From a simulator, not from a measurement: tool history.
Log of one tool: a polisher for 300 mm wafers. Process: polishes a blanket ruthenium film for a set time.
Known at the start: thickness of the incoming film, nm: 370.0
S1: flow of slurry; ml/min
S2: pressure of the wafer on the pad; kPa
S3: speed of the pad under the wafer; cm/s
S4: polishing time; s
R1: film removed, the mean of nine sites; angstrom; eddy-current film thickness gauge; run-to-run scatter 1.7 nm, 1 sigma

run  hour   S1    S2   S3  S4      R1
  1     0  275  15.9  122  55  787.09
  2   2.3  275  15.9  106  55  677.28
  3     5  275  17.9  108  55  758.36
  4  13.9  275  19.3  112  55  833.86
  5  21.6  275  20.7  116  55  926.96
  6    24  275  20.7   92  55  743.25
  7  25.5  275  21.4  100  55  840.01
  8  26.5  275  21.4  100  55   813.8
  9  29.4  275  22.1  106  55  880.04
 10  33.5  275  22.8  112  55  962.24

What does the tool deliver on the next run?
 11  41.2  275  22.8  112  55   ?

Run 11 gave R1 966.19 angstrom.

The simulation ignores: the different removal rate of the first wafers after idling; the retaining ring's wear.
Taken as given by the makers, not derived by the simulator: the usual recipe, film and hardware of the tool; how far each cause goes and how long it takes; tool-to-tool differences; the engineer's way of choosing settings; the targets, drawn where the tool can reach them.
